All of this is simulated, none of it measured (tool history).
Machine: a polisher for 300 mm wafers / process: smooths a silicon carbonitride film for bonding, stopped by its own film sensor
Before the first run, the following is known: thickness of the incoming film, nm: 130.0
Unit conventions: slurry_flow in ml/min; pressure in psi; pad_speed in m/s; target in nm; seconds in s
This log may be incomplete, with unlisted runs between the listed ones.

run 1 day=0 | slurry_flow=145 pressure=2.8 pad_speed=0.72 slurry_solids=1 target=110 | seconds=83.237
run 2 day=0.296 | slurry_flow=145 pressure=2.8 pad_speed=0.72 slurry_solids=1.2 target=110 | seconds=74.257
run 3 day=0.354 | slurry_flow=145 pressure=2.3 pad_speed=0.6 slurry_solids=1.15 target=110 | seconds=106.82
run 4 day=0.717 | slurry_flow=145 pressure=2.3 pad_speed=0.68 slurry_solids=1.15 target=110 | seconds=96.574
run 5 day=1.025 | slurry_flow=145 pressure=2.3 pad_speed=0.68 slurry_solids=1.15 target=110 | seconds=95.69
run 6 day=1.4 | slurry_flow=145 pressure=2 pad_speed=0.58 slurry_solids=1.1 target=110 | seconds=129.8

Forecast run 7:
run 7 day=1.454 | slurry_flow=140 pressure=1.3 pad_speed=0.46 slurry_solids=1.05 target=110 | seconds=?

seconds: 233.43 s

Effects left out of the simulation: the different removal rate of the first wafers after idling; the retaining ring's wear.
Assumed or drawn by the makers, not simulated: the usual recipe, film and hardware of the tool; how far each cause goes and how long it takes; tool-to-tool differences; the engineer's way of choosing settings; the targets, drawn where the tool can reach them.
